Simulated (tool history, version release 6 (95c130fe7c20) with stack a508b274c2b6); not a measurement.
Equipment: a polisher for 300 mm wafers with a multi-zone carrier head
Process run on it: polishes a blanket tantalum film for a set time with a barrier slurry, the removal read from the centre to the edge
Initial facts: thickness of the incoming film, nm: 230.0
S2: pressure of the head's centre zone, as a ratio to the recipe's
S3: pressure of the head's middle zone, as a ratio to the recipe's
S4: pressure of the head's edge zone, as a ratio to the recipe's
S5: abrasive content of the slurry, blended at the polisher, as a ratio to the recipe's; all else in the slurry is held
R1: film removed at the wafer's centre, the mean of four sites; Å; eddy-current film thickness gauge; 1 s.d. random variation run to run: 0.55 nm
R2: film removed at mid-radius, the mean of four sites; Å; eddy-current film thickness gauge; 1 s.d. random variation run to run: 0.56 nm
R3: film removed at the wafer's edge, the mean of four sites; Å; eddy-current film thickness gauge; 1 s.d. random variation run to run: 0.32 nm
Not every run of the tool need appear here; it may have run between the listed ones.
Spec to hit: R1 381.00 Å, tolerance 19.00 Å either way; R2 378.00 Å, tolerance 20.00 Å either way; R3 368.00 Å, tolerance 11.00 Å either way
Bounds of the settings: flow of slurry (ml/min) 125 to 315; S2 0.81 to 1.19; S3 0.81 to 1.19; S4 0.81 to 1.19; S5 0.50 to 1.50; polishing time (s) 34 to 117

Run 1, day 0.000: flow of slurry (ml/min) 205, S2 1.00, S3 1.00, S4 1.00, S5 1.00, polishing time (s) 75. Result: R1 657.67 Å, R2 667.29 Å, R3 646.67 Å.
Run 2, day 0.096: flow of slurry (ml/min) 205, S2 0.94, S3 1.00, S4 1.00, S5 1.00, polishing time (s) 75. Result: R1 608.56 Å, R2 671.03 Å, R3 641.34 Å.
Run 3, day 0.367: flow of slurry (ml/min) 200, S2 0.95, S3 0.97, S4 0.96, S5 0.85, polishing time (s) 67. Result: R1 531.63 Å, R2 545.67 Å, R3 537.23 Å.
Run 4, day 0.583: flow of slurry (ml/min) 200, S2 0.95, S3 0.94, S4 0.96, S5 0.85, polishing time (s) 67. Result: R1 526.09 Å, R2 523.10 Å, R3 531.64 Å.
Run 5, day 0.642: flow of slurry (ml/min) 200, S2 0.94, S3 0.94, S4 0.92, S5 0.75, polishing time (s) 62. Result: R1 470.42 Å, R2 474.09 Å, R3 468.78 Å.
Run 6, day 0.783: flow of slurry (ml/min) 200, S2 0.93, S3 0.93, S4 0.89, S5 0.65, polishing time (s) 60. Result: R1 415.46 Å, R2 426.66 Å, R3 425.18 Å.
Run 7, day 0.983: flow of slurry (ml/min) 200, S2 0.94, S3 0.93, S4 0.87, S5 0.60, polishing time (s) 59. Result: R1 423.27 Å, R2 401.61 Å, R3 404.42 Å.
Run 8, day 1.092: flow of slurry (ml/min) 195, S2 0.93, S3 0.94, S4 0.85, S5 0.55, polishing time (s) 59. Result: R1 387.07 Å, R2 395.87 Å, R3 383.48 Å.

Pick the move, out of 5, that brings all results within their allowed miss; only one does.
Run A, day 1.200: flow of slurry (ml/min) 180, S2 0.98, S3 0.96, S4 0.90, S5 0.65, polishing time (s) 52. Result: R1 ?, R2 ?, R3 ?.
Run B, day 1.200: flow of slurry (ml/min) 205, S2 0.88, S3 0.90, S4 0.89, S5 0.55, polishing time (s) 59. Result: R1 ?, R2 ?, R3 ?.
Run C, day 1.200: flow of slurry (ml/min) 210, S2 0.95, S3 1.04, S4 0.81, S5 0.65, polishing time (s) 54. Result: R1 ?, R2 ?, R3 ?.
Run D, day 1.200: flow of slurry (ml/min) 190, S2 1.01, S3 1.09, S4 0.81, S5 0.60, polishing time (s) 56. Result: R1 ?, R2 ?, R3 ?.
Run E, day 1.200: flow of slurry (ml/min) 215, S2 0.97, S3 1.00, S4 0.83, S5 0.65, polishing time (s) 54. Result: R1 ?, R2 ?, R3 ?.

move      R1      R2      R3
   A  388.78  373.32  363.40
   B  378.53  383.48  390.23
   C  400.76  423.69  365.25
   D  422.85  437.82  363.74
   E  410.51  411.02  370.19
A: hits every target within its allowed miss
B: misses by more than the last run did
C: corrects the largest miss of the last run, while another result sits out of spec
D: corrects the largest miss of the last run, while another result sits out of spec
E: corrects the largest miss of the last run, while another result sits out of spec
Correct choice: A, which meets every target
